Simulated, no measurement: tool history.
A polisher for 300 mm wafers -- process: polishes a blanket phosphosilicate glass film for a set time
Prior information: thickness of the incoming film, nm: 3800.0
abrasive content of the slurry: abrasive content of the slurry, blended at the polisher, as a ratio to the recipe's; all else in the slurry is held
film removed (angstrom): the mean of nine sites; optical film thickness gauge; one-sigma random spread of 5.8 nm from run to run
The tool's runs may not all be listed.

run  hour  flow of slurry (ml/min)  pressure of the wafer on the pad (psi)  speed of the pad under the wafer (m/s)  abrasive content of the slurry  polishing time (s)  film removed (angstrom)
  1     0                      230                                     2.1                                    1.28                               1                  83                   4205.8
  2   6.4                      230                                     2.1                                    1.28                            1.15                  83                     4474
  3  12.4                      235                                     2.4                                    1.28                            1.15                  83                   4804.9
  4  19.9                      235                                     1.9                                    1.28                            1.15                  83                     4351
  5  23.9                      245                                     2.3                                    1.34                            1.15                  83                     4840
  6  25.5                      245                                     2.5                                    1.42                            1.15                  83                   5188.4

For run 7, what comes out?
  7  29.2                      245                                     2.7                                    1.52                            1.15                  83                        ?

Run 7 came out at film removed (angstrom) 5531.7.

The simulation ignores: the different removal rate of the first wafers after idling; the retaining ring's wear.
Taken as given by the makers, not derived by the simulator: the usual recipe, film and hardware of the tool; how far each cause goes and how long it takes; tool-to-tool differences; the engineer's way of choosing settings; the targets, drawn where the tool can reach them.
